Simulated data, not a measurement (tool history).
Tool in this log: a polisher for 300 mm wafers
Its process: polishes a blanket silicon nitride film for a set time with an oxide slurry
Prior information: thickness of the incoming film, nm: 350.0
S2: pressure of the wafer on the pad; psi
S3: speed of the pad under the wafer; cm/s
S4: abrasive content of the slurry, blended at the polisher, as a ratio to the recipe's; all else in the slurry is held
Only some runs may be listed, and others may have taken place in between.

run 1 hour=0.0 | flow_of_slurry_(ml/min)=280 S2=4.8 S3=110 S4=1.00 polishing_time_(s)=56 | film_removed_(nm)=52.036
run 2 hour=8.2 | flow_of_slurry_(ml/min)=280 S2=5.1 S3=110 S4=1.00 polishing_time_(s)=56 | film_removed_(nm)=55.999
run 3 hour=8.9 | flow_of_slurry_(ml/min)=280 S2=5.3 S3=110 S4=1.00 polishing_time_(s)=56 | film_removed_(nm)=57.606
run 4 hour=10.2 | flow_of_slurry_(ml/min)=280 S2=5.3 S3=110 S4=1.00 polishing_time_(s)=50 | film_removed_(nm)=50.058
run 5 hour=17.2 | flow_of_slurry_(ml/min)=280 S2=5.3 S3=126 S4=1.00 polishing_time_(s)=50 | film_removed_(nm)=55.416
run 6 hour=21.5 | flow_of_slurry_(ml/min)=280 S2=5.3 S3=126 S4=0.85 polishing_time_(s)=50 | film_removed_(nm)=51.628
run 7 hour=24.9 | flow_of_slurry_(ml/min)=280 S2=5.6 S3=126 S4=0.85 polishing_time_(s)=50 | film_removed_(nm)=53.865
run 8 hour=26.5 | flow_of_slurry_(ml/min)=280 S2=5.9 S3=128 S4=0.85 polishing_time_(s)=50 | film_removed_(nm)=56.281
run 9 hour=29.3 | flow_of_slurry_(ml/min)=280 S2=6.1 S3=130 S4=0.85 polishing_time_(s)=50 | film_removed_(nm)=56.834

What will run 10 give?
run 10 hour=32.4 | flow_of_slurry_(ml/min)=280 S2=6.3 S3=134 S4=0.85 polishing_time_(s)=50 | film_removed_(nm)=?

film removed (nm): 61.448

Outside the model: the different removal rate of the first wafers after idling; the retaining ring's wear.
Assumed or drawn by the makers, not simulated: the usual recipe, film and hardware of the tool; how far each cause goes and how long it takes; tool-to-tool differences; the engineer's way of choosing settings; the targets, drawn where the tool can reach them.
